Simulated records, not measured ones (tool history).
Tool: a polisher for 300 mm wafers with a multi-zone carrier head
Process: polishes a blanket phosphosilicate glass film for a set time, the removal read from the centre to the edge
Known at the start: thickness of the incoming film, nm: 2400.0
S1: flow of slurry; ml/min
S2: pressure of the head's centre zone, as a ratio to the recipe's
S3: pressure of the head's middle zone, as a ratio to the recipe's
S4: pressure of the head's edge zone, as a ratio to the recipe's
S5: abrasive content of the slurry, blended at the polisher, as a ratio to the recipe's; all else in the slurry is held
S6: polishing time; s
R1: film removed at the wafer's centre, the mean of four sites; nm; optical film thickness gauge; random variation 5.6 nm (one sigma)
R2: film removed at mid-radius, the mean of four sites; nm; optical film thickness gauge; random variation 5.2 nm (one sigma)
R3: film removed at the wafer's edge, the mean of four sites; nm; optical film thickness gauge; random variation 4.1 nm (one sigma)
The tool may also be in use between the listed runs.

run	day	S1	S2	S3	S4	S5	S6	R1	R2	R3
1	0.000	185	1.00	1.00	1.00	1.00	46	369.76	371.46	394.59
2	0.262	185	1.00	0.96	1.00	1.00	46	377.43	360.32	389.72
3	0.567	195	1.03	0.98	1.01	1.05	46	406.90	391.85	409.94
4	0.871	205	1.05	0.97	1.03	1.05	46	412.92	381.63	415.36
5	1.079	205	1.05	0.97	1.03	1.05	36	325.04	304.29	322.77
6	1.292	205	0.97	0.97	1.03	1.05	36	294.00	298.87	323.19

Forecast run 7:
7	1.633	250	1.07	1.02	1.13	1.30	40	?	?	?

R1: 418.85 nm
R2: 407.91 nm
R3: 434.94 nm

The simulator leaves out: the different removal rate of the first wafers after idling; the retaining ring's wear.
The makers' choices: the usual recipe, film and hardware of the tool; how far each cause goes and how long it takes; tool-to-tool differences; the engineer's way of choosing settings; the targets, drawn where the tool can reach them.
